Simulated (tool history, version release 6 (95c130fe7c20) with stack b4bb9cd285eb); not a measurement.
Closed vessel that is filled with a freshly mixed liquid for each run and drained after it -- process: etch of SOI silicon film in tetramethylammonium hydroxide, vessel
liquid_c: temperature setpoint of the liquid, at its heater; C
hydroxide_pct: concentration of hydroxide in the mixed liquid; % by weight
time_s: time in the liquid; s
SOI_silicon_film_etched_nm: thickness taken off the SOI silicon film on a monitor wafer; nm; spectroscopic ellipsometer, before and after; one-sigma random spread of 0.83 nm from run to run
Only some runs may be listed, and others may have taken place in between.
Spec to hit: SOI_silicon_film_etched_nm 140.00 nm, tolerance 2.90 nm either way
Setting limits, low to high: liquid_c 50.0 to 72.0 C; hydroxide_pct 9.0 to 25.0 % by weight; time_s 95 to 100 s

run 1 hour=0.0 | liquid_c=59.0 hydroxide_pct=17.0 time_s=95 | SOI_silicon_film_etched_nm=288.99
run 2 hour=1.1 | liquid_c=59.0 hydroxide_pct=15.0 time_s=95 | SOI_silicon_film_etched_nm=300.39
run 3 hour=7.6 | liquid_c=56.0 hydroxide_pct=18.0 time_s=95 | SOI_silicon_film_etched_nm=231.99
run 4 hour=8.9 | liquid_c=56.0 hydroxide_pct=20.5 time_s=95 | SOI_silicon_film_etched_nm=218.31
run 5 hour=14.5 | liquid_c=51.0 hydroxide_pct=20.5 time_s=95 | SOI_silicon_film_etched_nm=157.00
run 6 hour=21.3 | liquid_c=51.0 hydroxide_pct=20.5 time_s=95 | SOI_silicon_film_etched_nm=159.00
run 7 hour=23.0 | liquid_c=50.5 hydroxide_pct=21.5 time_s=95 | SOI_silicon_film_etched_nm=149.88
run 8 hour=31.9 | liquid_c=50.0 hydroxide_pct=23.5 time_s=95 | SOI_silicon_film_etched_nm=133.07

Which one of the following 4 next-run settings gets every result inside its allowed miss? There is exactly one.
run A hour=40.8 | liquid_c=50.0 hydroxide_pct=25.0 time_s=95 | SOI_silicon_film_etched_nm=?
run B hour=40.8 | liquid_c=50.0 hydroxide_pct=22.5 time_s=95 | SOI_silicon_film_etched_nm=?
run C hour=40.8 | liquid_c=50.0 hydroxide_pct=24.0 time_s=95 | SOI_silicon_film_etched_nm=?
run D hour=40.8 | liquid_c=50.0 hydroxide_pct=24.5 time_s=95 | SOI_silicon_film_etched_nm=?

move=A SOI_silicon_film_etched_nm=122.38
move=B SOI_silicon_film_etched_nm=139.51
move=C SOI_silicon_film_etched_nm=129.23
move=D SOI_silicon_film_etched_nm=125.81
A: moves away from the targets compared with the last run
B: meets every target
C: moves away from the targets compared with the last run
D: moves away from the targets compared with the last run
Answer: B
